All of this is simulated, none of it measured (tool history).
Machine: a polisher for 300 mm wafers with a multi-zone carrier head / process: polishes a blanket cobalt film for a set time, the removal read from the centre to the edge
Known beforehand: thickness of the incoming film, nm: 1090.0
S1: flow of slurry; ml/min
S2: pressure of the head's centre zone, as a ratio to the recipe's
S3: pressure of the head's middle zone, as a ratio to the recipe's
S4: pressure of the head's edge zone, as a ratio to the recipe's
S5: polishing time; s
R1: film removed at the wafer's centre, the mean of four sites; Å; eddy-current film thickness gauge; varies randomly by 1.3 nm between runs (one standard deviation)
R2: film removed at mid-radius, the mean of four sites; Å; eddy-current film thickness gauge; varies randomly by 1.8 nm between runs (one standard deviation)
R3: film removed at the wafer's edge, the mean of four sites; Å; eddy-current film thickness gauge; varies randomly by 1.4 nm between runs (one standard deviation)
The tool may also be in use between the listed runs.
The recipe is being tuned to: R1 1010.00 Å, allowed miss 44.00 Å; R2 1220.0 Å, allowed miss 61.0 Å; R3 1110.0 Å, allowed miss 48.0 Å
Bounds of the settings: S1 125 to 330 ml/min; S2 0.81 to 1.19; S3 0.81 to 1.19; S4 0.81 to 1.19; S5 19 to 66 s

| run | hour | S1 | S2 | S3 | S4 | S5 | R1 | R2 | R3 |
|---|---|---|---|---|---|---|---|---|---|
| 1 | 0.0 | 210 | 1.00 | 1.00 | 1.00 | 42 | 1652.10 | 1652.9 | 1672.9 |
| 2 | 8.0 | 210 | 1.00 | 1.00 | 1.00 | 33 | 1300.70 | 1271.8 | 1289.7 |
| 3 | 13.9 | 210 | 0.96 | 1.00 | 1.00 | 33 | 1251.50 | 1262.0 | 1290.7 |
| 4 | 22.6 | 255 | 0.96 | 1.00 | 1.00 | 33 | 1272.10 | 1325.0 | 1324.8 |
| 5 | 28.0 | 250 | 0.92 | 1.01 | 0.96 | 32 | 1171.60 | 1271.1 | 1254.4 |
| 6 | 33.0 | 245 | 0.90 | 1.03 | 0.92 | 32 | 1166.50 | 1282.2 | 1223.3 |
| 7 | 40.0 | 240 | 0.87 | 1.04 | 0.90 | 31 | 1090.00 | 1253.0 | 1166.1 |
| 8 | 46.5 | 235 | 0.85 | 1.04 | 0.89 | 31 | 1077.80 | 1236.1 | 1167.2 |
| 9 | 48.5 | 235 | 0.84 | 1.05 | 0.88 | 31 | 1035.70 | 1252.4 | 1158.9 |
| 10 | 49.0 | 235 | 0.84 | 1.05 | 0.87 | 31 | 1048.00 | 1287.6 | 1128.8 |

Which one of the following 4 next-run settings gets every result inside its allowed miss? There is exactly one.
| A | 49.5 | 305 | 0.84 | 1.05 | 0.86 | 29 | ? | ? | ? |
| B | 49.5 | 250 | 0.94 | 1.06 | 0.86 | 29 | ? | ? | ? |
| C | 49.5 | 235 | 0.83 | 1.16 | 0.83 | 30 | ? | ? | ? |
| D | 49.5 | 200 | 0.81 | 1.17 | 0.89 | 32 | ? | ? | ? |

| move | R1 | R2 | R3 |
|---|---|---|---|
| A | 982.93 | 1201.1 | 1106.1 |
| B | 1076.80 | 1186.0 | 1089.2 |
| C | 975.56 | 1317.0 | 1104.7 |
| D | 992.86 | 1387.1 | 1191.5 |
A: all results land within tolerance of their targets
B: corrects the largest miss of the last run, while another result sits out of spec
C: further off than the last run
D: further off than the last run
The right move is A.
